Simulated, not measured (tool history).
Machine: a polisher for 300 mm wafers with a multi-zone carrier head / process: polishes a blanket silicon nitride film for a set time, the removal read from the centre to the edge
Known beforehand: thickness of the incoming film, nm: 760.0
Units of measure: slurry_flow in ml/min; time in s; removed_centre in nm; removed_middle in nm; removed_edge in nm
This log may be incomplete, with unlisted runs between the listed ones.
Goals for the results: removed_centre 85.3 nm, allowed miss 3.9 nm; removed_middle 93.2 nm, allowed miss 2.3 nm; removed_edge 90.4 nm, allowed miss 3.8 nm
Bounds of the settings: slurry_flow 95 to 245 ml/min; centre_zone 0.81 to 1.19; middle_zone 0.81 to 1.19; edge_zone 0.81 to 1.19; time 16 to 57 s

run  hour  slurry_flow  centre_zone  middle_zone  edge_zone  time  removed_centre  removed_middle  removed_edge
  1     0          155            1            1          1    36          61.807          59.619          62.3
  2     6          155            1            1          1    39          66.538          64.854        67.902
  3  11.8          155            1            1          1    32          55.315          52.181        55.275
  4  15.2          165         1.01         1.04       1.04    35          62.274          60.915        61.036
  5  19.7          165         1.01         1.04       1.04    43          76.107          74.583        76.394
  6  23.6          165         1.05         1.04       1.04    43          79.049          75.391        76.904
  7    25          170         1.03         1.06       1.06    44          80.905          78.414        80.431
  8  31.2          180         1.01         1.09       1.08    45          80.949          82.977        83.466
  9  37.7          190         1.01         1.11       1.09    45          81.003          84.722        83.117
 10  41.9          195         1.01         1.12       1.11    46          82.169          87.661        87.259
 11  42.5          200         1.01         1.13       1.12    46          84.135          87.566        89.746

Consider the 5 candidate settings below. Which is the only one whose results all fall within their allowed miss of target?
  A  43.1          205         1.12         1.11       1.06    49               ?               ?             ?
  B  43.1          205         0.94         1.19       1.12    44               ?               ?             ?
  C  43.1          150         0.99         1.15        1.1    50               ?               ?             ?
  D  43.1          210            1         1.19       1.06    43               ?               ?             ?
  E  43.1          245         0.86         1.15       1.08    47               ?               ?             ?

move  removed_centre  removed_middle  removed_edge
   A          99.876          94.021         89.99
   B          76.582          89.713        82.992
   C          86.192          94.168        90.177
   D          79.417          87.945        79.079
   E           77.47          95.207         88.56
A: gets the furthest-off result to its target, but another result is out of tolerance
B: nearer the targets than the last run, but a result is still out of spec
C: meets every target
D: its largest miss is bigger than the last run's
E: gets the furthest-off result to its target, but another result is out of tolerance
Answer: C
